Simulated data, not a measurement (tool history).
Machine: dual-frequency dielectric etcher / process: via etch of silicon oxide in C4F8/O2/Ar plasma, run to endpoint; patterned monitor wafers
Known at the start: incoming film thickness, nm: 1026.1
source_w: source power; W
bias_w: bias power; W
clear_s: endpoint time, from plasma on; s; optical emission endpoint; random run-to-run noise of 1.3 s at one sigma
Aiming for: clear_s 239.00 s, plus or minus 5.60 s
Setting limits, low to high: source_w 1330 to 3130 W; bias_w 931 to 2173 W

run    day  source_w  bias_w  clear_s
  1  0.000      2230    1552   197.36
  2  0.279      2580    1552   184.86
  3  0.658      2580    1824   176.42
  4  0.838      2350    1824   184.46
  5  1.154      2220    1770   190.48
  6  1.329      2100    1721   196.96
  7  1.621      2000    1683   205.17
  8  1.900      1920    1671   206.77
  9  2.175      1850    1647   211.87
 10  2.525      1850    1647   211.45
 11  2.883      1790    1631   215.87
 12  3.225      1740    1622   218.23
 13  3.346      1690    1614   219.78
 14  3.588      1650    1603   221.84

Below are 5 possible settings for the next run. Only one of them brings all results inside the allowed miss of their targets. Which is it?
  A  3.829      1460    1525        ?
  B  3.829      1390    1502        ?
  C  3.829      1430    1343        ?
  D  3.829      1330    1466        ?
  E  3.829      1330    1499        ?

move  clear_s
   A   240.81
   B   247.52
   C   252.06
   D   254.52
   E   252.91
A: all results in spec
B: carries the result that was furthest off beyond its target, to the other side
C: carries the result that was furthest off beyond its target, to the other side
D: carries the result that was furthest off beyond its target, to the other side
E: carries the result that was furthest off beyond its target, to the other side
The move that meets every target is A.
